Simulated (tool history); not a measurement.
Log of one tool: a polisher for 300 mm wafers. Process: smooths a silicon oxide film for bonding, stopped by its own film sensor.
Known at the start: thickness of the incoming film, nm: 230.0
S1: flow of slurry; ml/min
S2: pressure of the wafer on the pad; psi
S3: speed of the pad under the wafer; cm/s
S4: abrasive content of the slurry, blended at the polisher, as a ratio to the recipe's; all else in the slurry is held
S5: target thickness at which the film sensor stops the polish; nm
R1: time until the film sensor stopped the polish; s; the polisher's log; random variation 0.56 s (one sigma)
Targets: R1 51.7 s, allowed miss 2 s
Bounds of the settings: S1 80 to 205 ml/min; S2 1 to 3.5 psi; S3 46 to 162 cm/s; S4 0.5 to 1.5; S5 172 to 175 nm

Run 1, hour 0: S1 135 ml/min, S2 2.2 psi, S3 104 cm/s, S4 1, S5 175 nm. Result: R1 73.46 s.
Run 2, hour 6.9: S1 140 ml/min, S2 2.4 psi, S3 104 cm/s, S4 1, S5 175 nm. Result: R1 66.119 s.
Run 3, hour 10.6: S1 140 ml/min, S2 2.8 psi, S3 104 cm/s, S4 1, S5 175 nm. Result: R1 57.942 s.
Run 4, hour 13.5: S1 140 ml/min, S2 2.4 psi, S3 104 cm/s, S4 1, S5 175 nm. Result: R1 66.695 s.
At hour 21.4: slurry nozzle cleaned.
Run 5, hour 21.4: S1 140 ml/min, S2 2.4 psi, S3 104 cm/s, S4 1, S5 175 nm. Result: R1 58.796 s.
Run 6, hour 28.9: S1 140 ml/min, S2 2.4 psi, S3 104 cm/s, S4 1, S5 175 nm. Result: R1 59.07 s.
Run 7, hour 36.3: S1 145 ml/min, S2 2.4 psi, S3 104 cm/s, S4 1, S5 175 nm. Result: R1 58.471 s.
Run 8, hour 41.1: S1 150 ml/min, S2 2.4 psi, S3 104 cm/s, S4 1, S5 175 nm. Result: R1 58.026 s.
Run 9, hour 49.6: S1 155 ml/min, S2 2.4 psi, S3 104 cm/s, S4 1, S5 175 nm. Result: R1 57.628 s.

4 next moves are on the table. One of them brings every result within its allowed miss. Which?
Run A, hour 58.1: S1 150 ml/min, S2 2.3 psi, S3 94 cm/s, S4 1.05, S5 172 nm. Result: R1 ?.
Run B, hour 58.1: S1 165 ml/min, S2 2.7 psi, S3 104 cm/s, S4 1, S5 174 nm. Result: R1 ?.
Run C, hour 58.1: S1 190 ml/min, S2 3 psi, S3 88 cm/s, S4 1.25, S5 175 nm. Result: R1 ?.
Run D, hour 58.1: S1 200 ml/min, S2 2.2 psi, S3 128 cm/s, S4 1.2, S5 175 nm. Result: R1 ?.

move      R1
   A  68.094
   B  52.302
   C  46.541
   D  47.169
A: further off than the last run
B: meets every target
C: takes the result that was furthest off past its target
D: takes the result that was furthest off past its target
The right move is B.

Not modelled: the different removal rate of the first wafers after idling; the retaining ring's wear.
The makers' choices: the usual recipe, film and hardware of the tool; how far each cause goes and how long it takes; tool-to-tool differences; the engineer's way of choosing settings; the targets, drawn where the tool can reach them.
